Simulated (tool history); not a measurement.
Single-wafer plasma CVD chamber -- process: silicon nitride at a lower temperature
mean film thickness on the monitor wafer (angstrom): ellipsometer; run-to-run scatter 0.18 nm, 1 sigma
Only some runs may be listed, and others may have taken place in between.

run  hour  heater temperature setpoint (deg C)  chamber pressure (mTorr)  RF power (W)  deposition time (s)  mean film thickness on the monitor wafer (angstrom)
  1     0                                  360                      1350           285                 42.9                                               428.56
  2     6                                  360                      1250           275                 42.9                                               411.77
  3   6.7                                  350                      1250           275                 42.9                                               409.75
  4  13.1                                  350                      1170           265                 42.9                                               386.82
  5  20.9                                  350                      1170           295                 42.9                                               419.93
  6  24.9                                  346                      1170           295                 42.9                                               426.69

Run 7 is up next; what results do you expect?
  7  27.5                                  346                      1090           285                 42.9                                                    ?

For run 7 the tool returned mean film thickness on the monitor wafer (angstrom) 400.11.
